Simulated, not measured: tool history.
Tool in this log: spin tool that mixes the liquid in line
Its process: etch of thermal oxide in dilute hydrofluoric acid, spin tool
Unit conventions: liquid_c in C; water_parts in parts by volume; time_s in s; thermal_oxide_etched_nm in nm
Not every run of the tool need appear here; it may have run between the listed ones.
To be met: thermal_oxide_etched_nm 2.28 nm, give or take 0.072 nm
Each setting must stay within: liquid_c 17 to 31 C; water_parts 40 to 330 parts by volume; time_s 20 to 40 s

{"run": 1, "day": 0.0, "liquid_c": 23, "water_parts": 185, "time_s": 40, "thermal_oxide_etched_nm": 0.94396}
{"run": 2, "day": 0.238, "liquid_c": 23, "water_parts": 160, "time_s": 40, "thermal_oxide_etched_nm": 1.1518}
{"run": 3, "day": 0.492, "liquid_c": 24.5, "water_parts": 150, "time_s": 40, "thermal_oxide_etched_nm": 1.324}
{"run": 4, "day": 0.775, "liquid_c": 23, "water_parts": 150, "time_s": 40, "thermal_oxide_etched_nm": 1.2222}
{"run": 5, "day": 0.962, "liquid_c": 23, "water_parts": 200, "time_s": 40, "thermal_oxide_etched_nm": 0.87698}
{"run": 6, "day": 1.2, "liquid_c": 24.5, "water_parts": 180, "time_s": 40, "thermal_oxide_etched_nm": 1.0506}
{"run": 7, "day": 1.45, "liquid_c": 28.5, "water_parts": 110, "time_s": 40, "thermal_oxide_etched_nm": 2.154}
{"run": 8, "day": 1.658, "liquid_c": 29, "water_parts": 110, "time_s": 40, "thermal_oxide_etched_nm": 2.203}

Of the 5 settings listed for the next run, only one would bring every result within its allowed miss of target. Which one?
{"run": "A", "day": 1.867, "liquid_c": 28.5, "water_parts": 115, "time_s": 40, "thermal_oxide_etched_nm": "?"}
{"run": "B", "day": 1.867, "liquid_c": 28, "water_parts": 110, "time_s": 40, "thermal_oxide_etched_nm": "?"}
{"run": "C", "day": 1.867, "liquid_c": 31, "water_parts": 115, "time_s": 40, "thermal_oxide_etched_nm": "?"}
{"run": "D", "day": 1.867, "liquid_c": 29.5, "water_parts": 120, "time_s": 40, "thermal_oxide_etched_nm": "?"}
{"run": "E", "day": 1.867, "liquid_c": 30.5, "water_parts": 120, "time_s": 40, "thermal_oxide_etched_nm": "?"}

move=A thermal_oxide_etched_nm=2.0774
move=B thermal_oxide_etched_nm=2.1454
move=C thermal_oxide_etched_nm=2.2793
move=D thermal_oxide_etched_nm=2.0526
move=E thermal_oxide_etched_nm=2.1297
A: its largest miss is bigger than the last run's
B: its largest miss is bigger than the last run's
C: in spec on every target
D: its largest miss is bigger than the last run's
E: its largest miss is bigger than the last run's
Answer: C
